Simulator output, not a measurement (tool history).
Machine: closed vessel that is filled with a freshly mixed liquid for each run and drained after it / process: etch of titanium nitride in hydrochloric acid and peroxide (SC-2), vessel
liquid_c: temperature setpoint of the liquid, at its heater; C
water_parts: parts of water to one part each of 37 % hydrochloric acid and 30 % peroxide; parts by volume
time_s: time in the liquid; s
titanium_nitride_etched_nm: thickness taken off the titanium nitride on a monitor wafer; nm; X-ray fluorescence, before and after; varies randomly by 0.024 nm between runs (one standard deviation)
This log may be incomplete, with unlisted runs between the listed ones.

Run 1, hour 0: liquid_c 56 C, water_parts 12 parts by volume, time_s 55 s. Result: titanium_nitride_etched_nm 2.0957 nm.
Run 2, hour 7: liquid_c 56.5 C, water_parts 12 parts by volume, time_s 55 s. Result: titanium_nitride_etched_nm 2.1912 nm.
Run 3, hour 11.6: liquid_c 56.5 C, water_parts 12 parts by volume, time_s 55 s. Result: titanium_nitride_etched_nm 2.1733 nm.
Run 4, hour 12.8: liquid_c 53.5 C, water_parts 12 parts by volume, time_s 55 s. Result: titanium_nitride_etched_nm 1.7659 nm.
Run 5, hour 16: liquid_c 54.5 C, water_parts 12 parts by volume, time_s 55 s. Result: titanium_nitride_etched_nm 1.8971 nm.
Run 6, hour 17.3: liquid_c 55 C, water_parts 12 parts by volume, time_s 55 s. Result: titanium_nitride_etched_nm 1.9725 nm.

Forecast run 7:
Run 7, hour 18.2: liquid_c 55.5 C, water_parts 12 parts by volume, time_s 55 s. Result: titanium_nitride_etched_nm ?.

{"run 7": {"titanium_nitride_etched_nm": 2.0069}}

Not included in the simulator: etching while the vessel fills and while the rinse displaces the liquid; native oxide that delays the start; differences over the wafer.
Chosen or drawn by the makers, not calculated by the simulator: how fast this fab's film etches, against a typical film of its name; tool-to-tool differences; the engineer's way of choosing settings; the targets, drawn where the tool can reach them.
